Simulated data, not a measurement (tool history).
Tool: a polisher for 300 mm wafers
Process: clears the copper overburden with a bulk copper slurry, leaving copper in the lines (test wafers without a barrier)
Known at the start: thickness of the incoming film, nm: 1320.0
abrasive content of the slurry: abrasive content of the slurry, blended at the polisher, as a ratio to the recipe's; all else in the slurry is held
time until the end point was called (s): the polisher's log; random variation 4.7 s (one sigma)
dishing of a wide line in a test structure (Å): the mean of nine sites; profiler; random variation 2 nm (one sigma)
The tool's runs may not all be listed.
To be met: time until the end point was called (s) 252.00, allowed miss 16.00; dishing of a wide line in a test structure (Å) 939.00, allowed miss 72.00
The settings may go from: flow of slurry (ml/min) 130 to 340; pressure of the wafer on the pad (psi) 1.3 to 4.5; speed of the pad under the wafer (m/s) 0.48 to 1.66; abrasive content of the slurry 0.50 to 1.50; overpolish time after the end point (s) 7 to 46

run	hour	flow of slurry (ml/min)	pressure of the wafer on the pad (psi)	speed of the pad under the wafer (m/s)	abrasive content of the slurry	overpolish time after the end point (s)	time until the end point was called (s)	dishing of a wide line in a test structure (Å)
1	0.0	220	2.9	1.06	1.00	24	117.35	1176.20
2	5.6	220	2.6	1.02	1.00	26	139.00	1129.00
3	8.4	220	2.4	1.00	1.00	27	151.42	1116.00
4	14.9	220	2.2	0.98	1.00	28	163.65	1021.80
5	19.4	240	2.2	0.98	1.00	28	159.80	1017.90
6	23.8	230	2.0	0.96	1.00	30	174.94	1043.70
7	29.4	225	1.9	0.94	1.00	31	188.71	970.53
8	31.4	225	1.3	0.88	1.00	42	294.31	824.52
9	38.4	225	1.4	0.88	1.00	42	290.68	845.71
10	43.8	225	1.9	0.90	1.00	42	204.28	1053.90
11	49.6	220	1.8	0.90	1.00	42	209.72	1026.20
12	51.1	220	1.7	0.90	1.00	42	229.48	1022.40

Which of these 5 next moves meets every target?
A	52.6	230	1.8	0.94	0.95	38	?	?
B	52.6	210	2.2	0.72	1.00	40	?	?
C	52.6	205	2.2	0.90	0.85	37	?	?
D	52.6	265	1.8	0.88	1.00	38	?	?
E	52.6	200	1.9	0.72	1.00	38	?	?

move	time until the end point was called (s)	dishing of a wide line in a test structure (Å)
A	215.18	1011.60
B	228.18	1055.70
C	194.92	1095.80
D	222.14	997.10
E	264.24	925.62
A: further off than the last run
B: further off than the last run
C: further off than the last run
D: further off than the last run
E: meets every target
Move E is the one to make.
